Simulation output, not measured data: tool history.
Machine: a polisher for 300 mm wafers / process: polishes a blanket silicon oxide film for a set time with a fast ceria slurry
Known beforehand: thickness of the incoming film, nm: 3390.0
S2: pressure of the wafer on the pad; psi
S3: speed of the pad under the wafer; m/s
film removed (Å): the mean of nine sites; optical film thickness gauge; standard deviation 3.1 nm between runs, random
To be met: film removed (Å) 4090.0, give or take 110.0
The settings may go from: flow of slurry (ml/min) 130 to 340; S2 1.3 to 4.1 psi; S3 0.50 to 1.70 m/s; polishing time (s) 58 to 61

{"run": 1, "hour": 0.0, "flow of slurry (ml/min)": 220, "S2": 2.7, "S3": 1.1, "polishing time (s)": 58, "film removed (Å)": 8017.0}
{"run": 2, "hour": 1.3, "flow of slurry (ml/min)": 215, "S2": 2.5, "S3": 1.08, "polishing time (s)": 58, "film removed (Å)": 7277.0}
{"run": 3, "hour": 5.0, "flow of slurry (ml/min)": 215, "S2": 1.9, "S3": 1.08, "polishing time (s)": 58, "film removed (Å)": 5842.5}
{"run": 4, "hour": 13.1, "flow of slurry (ml/min)": 210, "S2": 1.8, "S3": 1.06, "polishing time (s)": 58, "film removed (Å)": 5397.5}
{"run": 5, "hour": 15.0, "flow of slurry (ml/min)": 205, "S2": 1.7, "S3": 1.06, "polishing time (s)": 58, "film removed (Å)": 5254.1}
{"run": 6, "hour": 17.7, "flow of slurry (ml/min)": 205, "S2": 1.7, "S3": 1.26, "polishing time (s)": 58, "film removed (Å)": 6192.1}
{"run": 7, "hour": 19.9, "flow of slurry (ml/min)": 200, "S2": 1.6, "S3": 1.22, "polishing time (s)": 58, "film removed (Å)": 5740.9}
{"run": 8, "hour": 28.2, "flow of slurry (ml/min)": 195, "S2": 1.5, "S3": 1.18, "polishing time (s)": 58, "film removed (Å)": 5238.3}
{"run": 9, "hour": 31.3, "flow of slurry (ml/min)": 185, "S2": 1.5, "S3": 1.16, "polishing time (s)": 58, "film removed (Å)": 5133.1}

Exercise: of the 5 proposed moves below, exactly one satisfies all targets within the stated allowed misses. Which move is it?
{"run": "A", "hour": 34.4, "flow of slurry (ml/min)": 130, "S2": 1.3, "S3": 1.08, "polishing time (s)": 58, "film removed (Å)": "?"}
{"run": "B", "hour": 34.4, "flow of slurry (ml/min)": 145, "S2": 1.3, "S3": 0.94, "polishing time (s)": 58, "film removed (Å)": "?"}
{"run": "C", "hour": 34.4, "flow of slurry (ml/min)": 190, "S2": 1.8, "S3": 1.24, "polishing time (s)": 60, "film removed (Å)": "?"}
{"run": "D", "hour": 34.4, "flow of slurry (ml/min)": 200, "S2": 1.7, "S3": 1.4, "polishing time (s)": 61, "film removed (Å)": "?"}
{"run": "E", "hour": 34.4, "flow of slurry (ml/min)": 135, "S2": 1.3, "S3": 0.98, "polishing time (s)": 58, "film removed (Å)": "?"}

move=A film_removed_(Å)=4134.0
move=B film_removed_(Å)=3676.1
move=C film_removed_(Å)=6582.3
move=D film_removed_(Å)=7252.0
move=E film_removed_(Å)=3785.5
A: in spec on every target
B: takes the biggest miss from the last run beyond its target
C: moves away from the targets compared with the last run
D: moves away from the targets compared with the last run
E: takes the biggest miss from the last run beyond its target
So the answer is move A, the one that meets all the targets.
